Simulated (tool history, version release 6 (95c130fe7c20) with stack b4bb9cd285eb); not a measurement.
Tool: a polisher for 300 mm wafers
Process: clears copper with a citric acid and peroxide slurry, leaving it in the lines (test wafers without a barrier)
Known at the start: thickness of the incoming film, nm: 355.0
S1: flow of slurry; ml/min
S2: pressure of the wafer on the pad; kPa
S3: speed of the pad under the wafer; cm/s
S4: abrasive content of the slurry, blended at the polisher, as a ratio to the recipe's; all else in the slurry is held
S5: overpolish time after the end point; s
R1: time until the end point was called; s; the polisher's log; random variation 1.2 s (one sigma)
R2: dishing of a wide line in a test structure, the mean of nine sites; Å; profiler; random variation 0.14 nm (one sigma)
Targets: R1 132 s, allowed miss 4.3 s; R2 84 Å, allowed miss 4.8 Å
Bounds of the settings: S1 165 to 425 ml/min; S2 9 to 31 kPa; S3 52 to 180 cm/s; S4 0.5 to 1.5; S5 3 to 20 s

| run | hour | S1 | S2 | S3 | S4 | S5 | R1 | R2 |
|---|---|---|---|---|---|---|---|---|
| 1 | 0 | 275 | 20 | 116 | 1 | 10 | 155.46 | 173.64 |
| 2 | 5.1 | 275 | 20 | 116 | 1 | 13 | 156.81 | 223.9 |
| 3 | 7.4 | 275 | 22.8 | 116 | 1 | 13 | 140.55 | 245.63 |
| 4 | 16 | 275 | 23.4 | 110 | 1 | 11 | 146.44 | 208.09 |
| 5 | 19 | 275 | 28.3 | 110 | 1 | 11 | 121.97 | 239.7 |
| 6 | 28 | 240 | 28.3 | 110 | 1 | 11 | 123.63 | 236.24 |
| 7 | 35.1 | 165 | 25.5 | 114 | 1 | 6 | 135.84 | 117.69 |
| 8 | 36.2 | 165 | 25.5 | 116 | 1 | 5 | 134.72 | 105.22 |
| 9 | 43.9 | 170 | 25.5 | 118 | 0.95 | 3 | 136.03 | 63.01 |
| 10 | 47.1 | 170 | 25.5 | 118 | 1 | 3 | 131.91 | 64.139 |
| 11 | 48.9 | 170 | 25.5 | 118 | 0.95 | 6 | 132.89 | 122.42 |
| 12 | 53.6 | 195 | 25.5 | 118 | 0.95 | 6 | 129.31 | 124.21 |
| 13 | 57.6 | 225 | 24.8 | 118 | 1 | 6 | 130.91 | 130.51 |
| 14 | 65.5 | 225 | 25.5 | 118 | 0.95 | 5 | 128.12 | 108.3 |
| 15 | 66.3 | 225 | 25.5 | 118 | 1 | 5 | 126.04 | 108.21 |
| 16 | 67.6 | 225 | 24.1 | 118 | 1.1 | 3 | 131.83 | 64.14 |
| 17 | 71 | 225 | 24.1 | 118 | 1.05 | 3 | 130.96 | 63.309 |
| 18 | 71.9 | 245 | 23.4 | 118 | 1.1 | 7 | 133.9 | 138.52 |

5 next moves are on the table. One of them brings every result within its allowed miss. Which?
| A | 72.8 | 200 | 23.4 | 116 | 1.25 | 8 | ? | ? |
| B | 72.8 | 300 | 22.8 | 122 | 1.05 | 13 | ? | ? |
| C | 72.8 | 250 | 24.8 | 110 | 1.25 | 4 | ? | ? |
| D | 72.8 | 285 | 26.2 | 118 | 1.1 | 3 | ? | ? |
| E | 72.8 | 265 | 20.7 | 148 | 1.1 | 3 | ? | ? |

| move | R1 | R2 |
|---|---|---|
| A | 133.69 | 166.47 |
| B | 131.28 | 267.26 |
| C | 130.62 | 87.14 |
| D | 119.26 | 71.898 |
| E | 119.68 | 71.538 |
A: further off than the last run
B: further off than the last run
C: meets every target
D: takes the result that was furthest off past its target
E: takes the result that was furthest off past its target
The right move is C.

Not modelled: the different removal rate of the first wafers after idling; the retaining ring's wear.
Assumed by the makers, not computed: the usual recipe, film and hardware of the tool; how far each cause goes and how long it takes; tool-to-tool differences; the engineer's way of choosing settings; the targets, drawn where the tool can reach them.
